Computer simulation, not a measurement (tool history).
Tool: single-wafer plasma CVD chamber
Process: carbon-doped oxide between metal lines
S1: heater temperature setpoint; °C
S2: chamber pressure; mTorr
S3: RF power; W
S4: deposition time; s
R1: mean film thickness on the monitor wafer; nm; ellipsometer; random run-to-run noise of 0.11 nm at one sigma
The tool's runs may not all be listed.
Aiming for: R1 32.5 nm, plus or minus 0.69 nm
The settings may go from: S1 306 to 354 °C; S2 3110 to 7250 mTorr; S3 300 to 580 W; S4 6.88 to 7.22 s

{"run": 1, "hour": 0.0, "S1": 330, "S2": 5180, "S3": 440, "S4": 7.22, "R1": 39.421}
{"run": 2, "hour": 5.6, "S1": 330, "S2": 5180, "S3": 405, "S4": 7.22, "R1": 36.998}
{"run": 3, "hour": 7.4, "S1": 332, "S2": 5010, "S3": 400, "S4": 7.22, "R1": 36.493}
{"run": 4, "hour": 8.5, "S1": 333, "S2": 4900, "S3": 390, "S4": 7.21, "R1": 35.46}
{"run": 5, "hour": 10.4, "S1": 335, "S2": 4780, "S3": 385, "S4": 7.21, "R1": 34.938}
{"run": 6, "hour": 16.2, "S1": 335, "S2": 4780, "S3": 385, "S4": 7.22, "R1": 34.765}
{"run": 7, "hour": 20.9, "S1": 337, "S2": 4690, "S3": 385, "S4": 7.22, "R1": 34.489}
{"run": 8, "hour": 23.2, "S1": 338, "S2": 4610, "S3": 385, "S4": 7.22, "R1": 34.321}
{"run": 9, "hour": 31.5, "S1": 339, "S2": 4540, "S3": 385, "S4": 7.22, "R1": 34.179}
{"run": 10, "hour": 37.4, "S1": 340, "S2": 4470, "S3": 385, "S4": 7.22, "R1": 33.936}
{"run": 11, "hour": 45.3, "S1": 341, "S2": 4410, "S3": 385, "S4": 7.22, "R1": 33.729}
{"run": 12, "hour": 53.3, "S1": 342, "S2": 4360, "S3": 385, "S4": 7.22, "R1": 33.664}
{"run": 13, "hour": 61.8, "S1": 343, "S2": 4310, "S3": 385, "S4": 7.22, "R1": 33.51}
{"run": 14, "hour": 68.4, "S1": 344, "S2": 4260, "S3": 385, "S4": 7.22, "R1": 33.276}

5 candidate next runs follow, results not yet known. Just one meets every target within its allowed miss. Identify it.
{"run": "A", "hour": 75.0, "S1": 343, "S2": 4500, "S3": 365, "S4": 7.22, "R1": "?"}
{"run": "B", "hour": 75.0, "S1": 353, "S2": 6240, "S3": 340, "S4": 7.22, "R1": "?"}
{"run": "C", "hour": 75.0, "S1": 350, "S2": 4180, "S3": 405, "S4": 7.22, "R1": "?"}
{"run": "D", "hour": 75.0, "S1": 339, "S2": 4500, "S3": 405, "S4": 6.89, "R1": "?"}
{"run": "E", "hour": 75.0, "S1": 347, "S2": 3830, "S3": 420, "S4": 7.22, "R1": "?"}

move=A R1=32.485
move=B R1=31.179
move=C R1=33.767
move=D R1=33.769
move=E R1=34.549
A: all results in spec
B: moves the result that the last run missed by most past its target, out the other side
C: lands further from the targets than the last run did
D: lands further from the targets than the last run did
E: lands further from the targets than the last run did
A is the move that brings every result within its allowed miss.
